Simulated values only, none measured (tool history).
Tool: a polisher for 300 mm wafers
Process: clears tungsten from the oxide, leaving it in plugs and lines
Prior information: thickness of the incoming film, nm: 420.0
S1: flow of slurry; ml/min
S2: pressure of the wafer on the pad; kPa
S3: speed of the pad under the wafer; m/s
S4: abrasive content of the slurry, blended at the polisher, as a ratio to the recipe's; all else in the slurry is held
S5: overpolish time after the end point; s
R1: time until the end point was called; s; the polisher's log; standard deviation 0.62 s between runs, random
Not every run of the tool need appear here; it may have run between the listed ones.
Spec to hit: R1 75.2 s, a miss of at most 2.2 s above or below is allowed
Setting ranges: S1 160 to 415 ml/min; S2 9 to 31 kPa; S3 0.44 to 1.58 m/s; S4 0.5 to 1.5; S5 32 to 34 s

run	day	S1	S2	S3	S4	S5	R1
1	0	265	20	1	1	32	123.23
2	0.046	265	20	1	1.15	32	118.35
3	0.308	265	20	1	1.15	32	117.69
4	0.621	265	21.4	1	1.15	32	112.28
5	0.796	265	22.8	1	1.15	32	107.54
6	1.004	265	24.1	1	1.15	32	100.49
7	1.138	265	24.8	1	1.15	32	98.071
8	1.3	265	25.5	1	1.15	32	96.7
9	1.529	275	31	1.02	1.15	32	80.953
10	1.846	275	31	1.06	1.15	32	79.123

Of the 4 settings listed for the next run, only one would bring every result within its allowed miss of target. Which one?
A	2.162	290	31	1.1	1.35	32	?
B	2.162	390	29	1.18	1.3	32	?
C	2.162	255	31	1.04	1.15	32	?
D	2.162	290	31	1.1	1.15	32	?

move	R1
A	72.008
B	70.213
C	80.907
D	75.561
A: carries the result that was furthest off beyond its target, to the other side
B: carries the result that was furthest off beyond its target, to the other side
C: lands further from the targets than the last run did
D: all results land within tolerance of their targets
Correct choice: D, which meets every target
